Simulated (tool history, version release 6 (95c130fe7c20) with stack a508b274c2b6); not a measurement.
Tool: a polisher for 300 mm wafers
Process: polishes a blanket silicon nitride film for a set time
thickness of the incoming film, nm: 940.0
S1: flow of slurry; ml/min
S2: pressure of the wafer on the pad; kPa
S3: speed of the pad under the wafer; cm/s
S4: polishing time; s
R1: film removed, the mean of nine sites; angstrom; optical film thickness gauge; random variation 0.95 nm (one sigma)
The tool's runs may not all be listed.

Run 1, hour 0.0: S1 270 ml/min, S2 30.3 kPa, S3 92 cm/s, S4 91 s. Result: R1 1675.3 angstrom.
Run 2, hour 2.9: S1 270 ml/min, S2 30.3 kPa, S3 104 cm/s, S4 91 s. Result: R1 1854.9 angstrom.
Run 3, hour 10.1: S1 300 ml/min, S2 30.3 kPa, S3 104 cm/s, S4 91 s. Result: R1 1882.5 angstrom.
Run 4, hour 12.0: S1 290 ml/min, S2 29.0 kPa, S3 104 cm/s, S4 91 s. Result: R1 1780.8 angstrom.
Run 5, hour 16.0: S1 290 ml/min, S2 29.0 kPa, S3 124 cm/s, S4 91 s. Result: R1 2050.5 angstrom.
Run 6, hour 17.6: S1 280 ml/min, S2 26.9 kPa, S3 124 cm/s, S4 91 s. Result: R1 1876.2 angstrom.
Run 7, hour 24.0: S1 265 ml/min, S2 25.5 kPa, S3 124 cm/s, S4 91 s. Result: R1 1808.7 angstrom.

Expected results for the next run?
Run 8, hour 26.2: S1 265 ml/min, S2 18.6 kPa, S3 124 cm/s, S4 91 s. Result: R1 ?.

{"run 8": {"R1": 1324.4}}
